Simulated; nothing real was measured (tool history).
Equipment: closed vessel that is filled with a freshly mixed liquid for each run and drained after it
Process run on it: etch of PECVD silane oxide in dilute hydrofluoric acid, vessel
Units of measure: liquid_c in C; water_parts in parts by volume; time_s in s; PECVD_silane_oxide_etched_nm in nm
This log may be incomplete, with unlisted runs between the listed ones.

run	day	liquid_c	water_parts	time_s	PECVD_silane_oxide_etched_nm
1	0.000	25.0	280	100	5.7663
2	0.146	25.0	280	100	5.8484
3	0.342	25.0	340	100	4.4923
4	0.421	23.5	340	100	4.3635
5	0.625	23.0	345	100	4.2105
6	0.729	23.0	345	100	4.1931

Predict the results of run 7:
7	0.938	23.0	345	100	?

PECVD_silane_oxide_etched_nm: 4.1630 nm
